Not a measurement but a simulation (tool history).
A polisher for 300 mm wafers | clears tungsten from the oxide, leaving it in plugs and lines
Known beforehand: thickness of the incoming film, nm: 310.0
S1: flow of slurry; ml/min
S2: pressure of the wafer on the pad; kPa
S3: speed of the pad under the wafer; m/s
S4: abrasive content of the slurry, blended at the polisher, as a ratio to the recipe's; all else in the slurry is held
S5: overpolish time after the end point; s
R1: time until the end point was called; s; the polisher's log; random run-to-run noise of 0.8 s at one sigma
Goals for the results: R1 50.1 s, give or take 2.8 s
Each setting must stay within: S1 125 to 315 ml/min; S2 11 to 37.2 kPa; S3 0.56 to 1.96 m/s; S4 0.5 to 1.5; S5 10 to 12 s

run	day	S1	S2	S3	S4	S5	R1
1	0	205	24.1	1.26	1	12	72.386
2	0.188	205	24.1	1.26	0.9	12	72.574
3	0.312	205	24.1	1.12	0.9	12	83.561
4	0.542	205	24.1	1.12	1	12	79.773
# day 0.662: worn pad replaced by a new one
5	0.662	205	24.1	1.12	0.9	12	71.421
6	0.704	205	24.8	1.14	0.9	12	72.704
7	1.004	205	25.5	1.14	0.9	12	68.883
8	1.262	205	26.2	1.14	0.9	12	67.462
9	1.538	205	26.9	1.14	0.9	12	65.283
10	1.721	205	27.6	1.14	0.9	12	63.542

5 next moves are on the table. One of them brings every result within its allowed miss. Which?
A	1.904	185	28.3	1.24	0.8	12	?
B	1.904	160	30.3	1.18	0.75	12	?
C	1.904	160	36.5	1.16	0.75	10	?
D	1.904	250	20.7	1.22	0.9	10	?
E	1.904	200	29	1.26	0.8	12	?

move	R1
A	60.327
B	60.932
C	51.639
D	78.567
E	57.436
A: nearer the targets than the last run, but a result is still out of spec
B: nearer the targets than the last run, but a result is still out of spec
C: every result lands within tolerance
D: the biggest miss grows against the last run
E: nearer the targets than the last run, but a result is still out of spec
The move that meets every target is C.
